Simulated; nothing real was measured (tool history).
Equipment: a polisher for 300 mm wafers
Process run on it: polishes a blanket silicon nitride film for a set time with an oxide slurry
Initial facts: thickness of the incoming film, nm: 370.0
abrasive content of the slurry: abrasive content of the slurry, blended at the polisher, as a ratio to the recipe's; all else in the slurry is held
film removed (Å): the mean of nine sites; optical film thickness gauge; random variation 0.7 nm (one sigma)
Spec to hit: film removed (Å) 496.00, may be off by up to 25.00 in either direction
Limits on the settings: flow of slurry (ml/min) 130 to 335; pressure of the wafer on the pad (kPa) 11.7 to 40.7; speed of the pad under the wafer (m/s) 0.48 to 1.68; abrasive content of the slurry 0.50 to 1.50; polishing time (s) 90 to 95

run  hour  flow of slurry (ml/min)  pressure of the wafer on the pad (kPa)  speed of the pad under the wafer (m/s)  abrasive content of the slurry  polishing time (s)  film removed (Å)
  1   0.0                      215                                    26.2                                    1.08                            1.00                  90            665.13
  2   7.9                      215                                    26.2                                    1.08                            1.00                  95            684.17
  3  13.2                      215                                    26.2                                    0.88                            1.00                  95            576.87
  4  18.7                      170                                    26.2                                    0.88                            1.00                  95            570.76
  5  20.3                      170                                    29.6                                    0.88                            1.00                  95            647.55
  6  28.2                      170                                    29.6                                    0.88                            0.95                  95            622.20
  7  35.5                      170                                    28.3                                    0.88                            0.95                  95            603.17
  8  39.4                      170                                    26.9                                    0.88                            0.95                  95            563.14

5 next moves are on the table. One of them brings every result within its allowed miss. Which?
  A  43.3                      135                                    26.9                                    0.78                            1.25                  95                 ?
  B  43.3                      140                                    29.6                                    0.62                            1.00                  90                 ?
  C  43.3                      190                                    29.6                                    0.64                            1.10                  90                 ?
  D  43.3                      145                                    22.1                                    0.74                            1.25                  95                 ?
  E  43.3                      165                                    26.9                                    0.94                            0.85                  95                 ?

move  film removed (Å)
   A            585.04
   B            461.73
   C            511.82
   D            467.12
   E            581.45
A: lands further from the targets than the last run did
B: takes the result that was furthest off past its target
C: every result within its allowed miss
D: takes the result that was furthest off past its target
E: lands further from the targets than the last run did
C meets every target.
